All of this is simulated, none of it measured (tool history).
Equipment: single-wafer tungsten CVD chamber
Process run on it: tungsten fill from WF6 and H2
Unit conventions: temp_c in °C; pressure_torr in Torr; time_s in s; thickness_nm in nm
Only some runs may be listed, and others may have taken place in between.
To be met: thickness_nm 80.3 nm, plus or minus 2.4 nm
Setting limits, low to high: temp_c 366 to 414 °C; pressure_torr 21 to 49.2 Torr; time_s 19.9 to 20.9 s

Run 1, hour 0: temp_c 390 °C, pressure_torr 35.1 Torr, time_s 20.9 s. Result: thickness_nm 56.23 nm.
Run 2, hour 7.7: temp_c 390 °C, pressure_torr 30.9 Torr, time_s 20.9 s. Result: thickness_nm 53.553 nm.
Run 3, hour 12.1: temp_c 392 °C, pressure_torr 31.1 Torr, time_s 20.9 s. Result: thickness_nm 56.408 nm.
Run 4, hour 16.9: temp_c 394 °C, pressure_torr 31.2 Torr, time_s 20.9 s. Result: thickness_nm 58.444 nm.
Run 5, hour 22.8: temp_c 394 °C, pressure_torr 37.1 Torr, time_s 20.9 s. Result: thickness_nm 62.452 nm.
Run 6, hour 31.4: temp_c 388 °C, pressure_torr 37.1 Torr, time_s 20.9 s. Result: thickness_nm 54.633 nm.
Run 7, hour 39: temp_c 388 °C, pressure_torr 37.1 Torr, time_s 20.9 s. Result: thickness_nm 55.052 nm.
Run 8, hour 41.4: temp_c 390 °C, pressure_torr 37.2 Torr, time_s 20.9 s. Result: thickness_nm 57.505 nm.
Run 9, hour 44.5: temp_c 392 °C, pressure_torr 37.3 Torr, time_s 20.9 s. Result: thickness_nm 60.034 nm.
Run 10, hour 46.2: temp_c 393 °C, pressure_torr 37.4 Torr, time_s 20.9 s. Result: thickness_nm 60.889 nm.
Run 11, hour 50.3: temp_c 393 °C, pressure_torr 37.4 Torr, time_s 20.9 s. Result: thickness_nm 61.389 nm.
Run 12, hour 53.7: temp_c 394 °C, pressure_torr 37.5 Torr, time_s 20.9 s. Result: thickness_nm 62.29 nm.
Run 13, hour 61.6: temp_c 395 °C, pressure_torr 37.6 Torr, time_s 20.9 s. Result: thickness_nm 64.576 nm.
Run 14, hour 67.7: temp_c 396 °C, pressure_torr 37.7 Torr, time_s 20.9 s. Result: thickness_nm 66.266 nm.
Run 15, hour 68.5: temp_c 397 °C, pressure_torr 37.8 Torr, time_s 20.9 s. Result: thickness_nm 66.971 nm.
Run 16, hour 69.4: temp_c 398 °C, pressure_torr 37.9 Torr, time_s 20.9 s. Result: thickness_nm 68.934 nm.
Run 17, hour 73.6: temp_c 399 °C, pressure_torr 37.9 Torr, time_s 20.9 s. Result: thickness_nm 69.47 nm.
Run 18, hour 79.8: temp_c 408 °C, pressure_torr 38.5 Torr, time_s 20.9 s. Result: thickness_nm 84.394 nm.

5 candidate next runs follow, results not yet known. Just one meets every target within its allowed miss. Identify it.
Run A, hour 86: temp_c 411 °C, pressure_torr 38.7 Torr, time_s 20.9 s. Result: thickness_nm ?.
Run B, hour 86: temp_c 409 °C, pressure_torr 37.9 Torr, time_s 20.9 s. Result: thickness_nm ?.
Run C, hour 86: temp_c 414 °C, pressure_torr 37.3 Torr, time_s 20.4 s. Result: thickness_nm ?.
Run D, hour 86: temp_c 407 °C, pressure_torr 38.5 Torr, time_s 20.3 s. Result: thickness_nm ?.
Run E, hour 86: temp_c 409 °C, pressure_torr 39.3 Torr, time_s 20.9 s. Result: thickness_nm ?.

move  thickness_nm
   A        89.155
   B        85.277
   C        90.731
   D        80.192
   E        86.394
A: moves away from the targets compared with the last run
B: moves away from the targets compared with the last run
C: moves away from the targets compared with the last run
D: every result within its allowed miss
E: moves away from the targets compared with the last run
Move D is the one to make.
